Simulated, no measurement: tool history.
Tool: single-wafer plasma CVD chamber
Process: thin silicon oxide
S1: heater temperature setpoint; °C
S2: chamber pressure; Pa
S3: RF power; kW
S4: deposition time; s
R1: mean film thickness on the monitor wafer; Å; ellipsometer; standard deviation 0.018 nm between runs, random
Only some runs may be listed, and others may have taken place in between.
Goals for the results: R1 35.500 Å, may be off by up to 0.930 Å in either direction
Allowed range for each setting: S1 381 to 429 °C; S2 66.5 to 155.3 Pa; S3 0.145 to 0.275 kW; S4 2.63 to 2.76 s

run,hour,S1,S2,S3,S4,R1
1,0.0,405,110.9,0.210,2.76,41.923
2,5.0,405,110.9,0.210,2.63,40.210
3,7.8,405,110.9,0.210,2.63,40.070
4,12.8,405,108.0,0.210,2.63,39.220
5,17.8,413,108.0,0.210,2.63,39.145
6,24.6,413,108.0,0.210,2.76,41.232
7,31.4,413,104.4,0.210,2.76,39.552
8,38.6,413,102.0,0.210,2.76,38.279
9,41.8,413,100.5,0.210,2.76,37.922
10,43.3,413,99.2,0.210,2.76,36.998
11,43.9,413,98.4,0.210,2.76,36.662
12,52.7,413,97.9,0.210,2.76,36.975

Pick the move, out of 5, that brings all results within their allowed miss; only one does.
A,61.5,408,107.9,0.210,2.63,?
B,61.5,409,95.7,0.210,2.73,?
C,61.5,412,92.7,0.195,2.76,?
D,61.5,409,100.0,0.225,2.76,?
E,61.5,407,104.8,0.185,2.76,?

move,R1
A,38.523
B,35.079
C,32.798
D,38.563
E,36.712
A: misses by more than the last run did
B: every result within its allowed miss
C: carries the result that was furthest off beyond its target, to the other side
D: misses by more than the last run did
E: nearer than the last run, and not there yet
The right move is B.

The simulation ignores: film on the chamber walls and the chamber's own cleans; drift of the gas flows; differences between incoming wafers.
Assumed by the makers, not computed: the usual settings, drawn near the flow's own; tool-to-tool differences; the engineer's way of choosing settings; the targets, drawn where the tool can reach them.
